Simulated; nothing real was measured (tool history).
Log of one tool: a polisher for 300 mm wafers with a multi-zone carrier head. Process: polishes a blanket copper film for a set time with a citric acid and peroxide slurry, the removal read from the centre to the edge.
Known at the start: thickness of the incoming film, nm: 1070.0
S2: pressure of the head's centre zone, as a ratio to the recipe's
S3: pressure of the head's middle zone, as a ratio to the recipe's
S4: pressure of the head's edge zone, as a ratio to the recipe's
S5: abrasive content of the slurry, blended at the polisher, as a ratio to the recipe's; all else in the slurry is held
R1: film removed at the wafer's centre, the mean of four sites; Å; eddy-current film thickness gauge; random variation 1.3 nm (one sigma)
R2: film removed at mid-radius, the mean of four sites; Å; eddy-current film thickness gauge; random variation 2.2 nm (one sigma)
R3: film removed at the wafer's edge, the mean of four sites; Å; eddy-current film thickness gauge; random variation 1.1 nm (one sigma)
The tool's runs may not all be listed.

run 1 hour=0.0 | flow_of_slurry_(ml/min)=300 S2=1.00 S3=1.00 S4=1.00 S5=1.00 polishing_time_(s)=52 | R1=1610.7 R2=1516.8 R3=1602.6
run 2 hour=8.7 | flow_of_slurry_(ml/min)=235 S2=1.00 S3=1.00 S4=1.00 S5=1.00 polishing_time_(s)=52 | R1=1532.7 R2=1445.2 R3=1560.2
run 3 hour=14.6 | flow_of_slurry_(ml/min)=235 S2=1.00 S3=1.07 S4=1.00 S5=1.00 polishing_time_(s)=52 | R1=1527.1 R2=1526.0 R3=1551.2
run 4 hour=19.5 | flow_of_slurry_(ml/min)=235 S2=1.00 S3=1.07 S4=0.97 S5=1.00 polishing_time_(s)=52 | R1=1520.2 R2=1511.9 R3=1533.0
run 5 hour=23.1 | flow_of_slurry_(ml/min)=290 S2=1.05 S3=1.06 S4=0.99 S5=1.00 polishing_time_(s)=52 | R1=1663.9 R2=1552.1 R3=1593.8
run 6 hour=28.1 | flow_of_slurry_(ml/min)=335 S2=1.09 S3=1.06 S4=0.99 S5=1.00 polishing_time_(s)=52 | R1=1775.5 R2=1641.7 R3=1600.4
run 7 hour=34.3 | flow_of_slurry_(ml/min)=365 S2=1.12 S3=1.03 S4=1.01 S5=1.00 polishing_time_(s)=52 | R1=1840.2 R2=1627.1 R3=1642.7
run 8 hour=35.6 | flow_of_slurry_(ml/min)=390 S2=1.14 S3=1.02 S4=1.01 S5=1.00 polishing_time_(s)=52 | R1=1882.5 R2=1600.5 R3=1654.8

Run 9 comes next. What will it give?
-- hour=41.5 slurry nozzle cleaned
run 9 hour=41.5 | flow_of_slurry_(ml/min)=405 S2=1.16 S3=1.02 S4=1.00 S5=1.05 polishing_time_(s)=52 | R1=? R2=? R3=?

R1: 1984.3 Å
R2: 1660.3 Å
R3: 1678.9 Å
